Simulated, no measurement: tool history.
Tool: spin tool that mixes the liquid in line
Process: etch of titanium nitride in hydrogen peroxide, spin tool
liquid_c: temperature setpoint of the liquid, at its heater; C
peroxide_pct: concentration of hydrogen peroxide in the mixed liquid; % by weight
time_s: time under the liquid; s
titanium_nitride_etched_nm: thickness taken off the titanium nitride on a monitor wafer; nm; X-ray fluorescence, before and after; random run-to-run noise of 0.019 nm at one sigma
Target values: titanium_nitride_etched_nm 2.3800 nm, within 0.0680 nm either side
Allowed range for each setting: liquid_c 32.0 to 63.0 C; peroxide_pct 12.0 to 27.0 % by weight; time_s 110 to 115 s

run 1 hour=0.0 | liquid_c=47.0 peroxide_pct=18.0 time_s=110 | titanium_nitride_etched_nm=6.9428
run 2 hour=3.7 | liquid_c=43.5 peroxide_pct=18.0 time_s=110 | titanium_nitride_etched_nm=5.3713
run 3 hour=10.4 | liquid_c=41.0 peroxide_pct=18.0 time_s=110 | titanium_nitride_etched_nm=4.4847
run 4 hour=19.0 | liquid_c=39.0 peroxide_pct=18.0 time_s=110 | titanium_nitride_etched_nm=3.7380
run 5 hour=25.7 | liquid_c=42.0 peroxide_pct=18.0 time_s=110 | titanium_nitride_etched_nm=4.8208
run 6 hour=29.6 | liquid_c=42.0 peroxide_pct=18.0 time_s=115 | titanium_nitride_etched_nm=4.9955
run 7 hour=35.5 | liquid_c=39.5 peroxide_pct=18.0 time_s=115 | titanium_nitride_etched_nm=4.1458
run 8 hour=43.4 | liquid_c=38.0 peroxide_pct=18.0 time_s=115 | titanium_nitride_etched_nm=3.6960
run 9 hour=46.7 | liquid_c=36.5 peroxide_pct=18.0 time_s=115 | titanium_nitride_etched_nm=3.3330
run 10 hour=47.4 | liquid_c=35.5 peroxide_pct=18.0 time_s=115 | titanium_nitride_etched_nm=2.9650
run 11 hour=52.9 | liquid_c=35.5 peroxide_pct=18.0 time_s=115 | titanium_nitride_etched_nm=3.0064
run 12 hour=61.2 | liquid_c=35.5 peroxide_pct=18.0 time_s=115 | titanium_nitride_etched_nm=3.0033
run 13 hour=67.3 | liquid_c=35.0 peroxide_pct=18.0 time_s=115 | titanium_nitride_etched_nm=2.9031
run 14 hour=68.7 | liquid_c=32.0 peroxide_pct=18.0 time_s=115 | titanium_nitride_etched_nm=2.2694

Which single option among these 5 for the next run brings every result within its allowed miss of target? Just one does.
run A hour=70.1 | liquid_c=32.0 peroxide_pct=17.5 time_s=110 | titanium_nitride_etched_nm=?
run B hour=70.1 | liquid_c=32.5 peroxide_pct=18.0 time_s=115 | titanium_nitride_etched_nm=?
run C hour=70.1 | liquid_c=33.5 peroxide_pct=20.0 time_s=110 | titanium_nitride_etched_nm=?
run D hour=70.1 | liquid_c=32.0 peroxide_pct=18.0 time_s=110 | titanium_nitride_etched_nm=?
run E hour=70.1 | liquid_c=32.0 peroxide_pct=19.0 time_s=110 | titanium_nitride_etched_nm=?

move=A titanium_nitride_etched_nm=2.1783
move=B titanium_nitride_etched_nm=2.3856
move=C titanium_nitride_etched_nm=2.5293
move=D titanium_nitride_etched_nm=2.1914
move=E titanium_nitride_etched_nm=2.2168
A: lands further from the targets than the last run did
B: all results land within tolerance of their targets
C: moves the result that the last run missed by most past its target, out the other side
D: lands further from the targets than the last run did
E: lands further from the targets than the last run did
Go with B: it meets all targets.
